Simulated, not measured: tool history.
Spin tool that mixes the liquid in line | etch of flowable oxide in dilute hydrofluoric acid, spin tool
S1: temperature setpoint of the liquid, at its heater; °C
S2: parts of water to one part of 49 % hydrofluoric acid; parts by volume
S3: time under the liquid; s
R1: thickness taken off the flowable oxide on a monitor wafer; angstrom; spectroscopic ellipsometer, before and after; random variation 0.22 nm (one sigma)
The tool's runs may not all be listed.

Run 1, hour 0: S1 24 °C, S2 120 parts by volume, S3 60 s. Result: R1 132.94 angstrom.
Run 2, hour 2.7: S1 24 °C, S2 120 parts by volume, S3 60 s. Result: R1 132.31 angstrom.
Run 3, hour 11.4: S1 24 °C, S2 120 parts by volume, S3 65 s. Result: R1 144.01 angstrom.
Run 4, hour 16.2: S1 21.5 °C, S2 120 parts by volume, S3 65 s. Result: R1 129.68 angstrom.
Run 5, hour 20.6: S1 18.5 °C, S2 120 parts by volume, S3 65 s. Result: R1 114.45 angstrom.
Run 6, hour 22.3: S1 18.5 °C, S2 140 parts by volume, S3 65 s. Result: R1 96.662 angstrom.
Run 7, hour 29.4: S1 18.5 °C, S2 140 parts by volume, S3 65 s. Result: R1 97.361 angstrom.
Run 8, hour 34.1: S1 18.5 °C, S2 140 parts by volume, S3 65 s. Result: R1 95.684 angstrom.
Run 9, hour 42.2: S1 23 °C, S2 125 parts by volume, S3 65 s. Result: R1 132.53 angstrom.
At hour 45.7: thermometer replaced.
Run 10, hour 45.7: S1 26 °C, S2 115 parts by volume, S3 65 s. Result: R1 177.22 angstrom.
Run 11, hour 49.1: S1 28 °C, S2 115 parts by volume, S3 65 s. Result: R1 194.55 angstrom.

Run 12, settings as shown, results not yet in. Your forecast:
Run 12, hour 55.6: S1 29.5 °C, S2 115 parts by volume, S3 65 s. Result: R1 ?.

R1: 207.85 angstrom
